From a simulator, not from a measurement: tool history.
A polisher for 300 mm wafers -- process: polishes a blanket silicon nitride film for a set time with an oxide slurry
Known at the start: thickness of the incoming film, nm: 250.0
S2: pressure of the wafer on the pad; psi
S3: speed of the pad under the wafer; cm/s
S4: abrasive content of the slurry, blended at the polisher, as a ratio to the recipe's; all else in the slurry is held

Run 1, hour 0: flow of slurry (ml/min) 220, S2 4.4 psi, S3 124 cm/s, S4 1, polishing time (s) 108. Result: film removed (Å) 1059.4.
Run 2, hour 8.5: flow of slurry (ml/min) 240, S2 4.4 psi, S3 124 cm/s, S4 1, polishing time (s) 108. Result: film removed (Å) 1055.3.
Run 3, hour 17.3: flow of slurry (ml/min) 240, S2 3.8 psi, S3 122 cm/s, S4 1, polishing time (s) 108. Result: film removed (Å) 942.3.
Run 4, hour 17.8: flow of slurry (ml/min) 240, S2 3.3 psi, S3 118 cm/s, S4 1, polishing time (s) 108. Result: film removed (Å) 807.35.
Run 5, hour 24.5: flow of slurry (ml/min) 240, S2 3 psi, S3 118 cm/s, S4 1, polishing time (s) 108. Result: film removed (Å) 741.13.
Run 6, hour 28.2: flow of slurry (ml/min) 235, S2 2.8 psi, S3 118 cm/s, S4 1, polishing time (s) 108. Result: film removed (Å) 677.8.

Run 7 comes next. What will it give?
Run 7, hour 35.2: flow of slurry (ml/min) 225, S2 2.8 psi, S3 118 cm/s, S4 1, polishing time (s) 108. Result: film removed (Å) ?.

{"run 7": {"film removed (Å)": 695.58}}
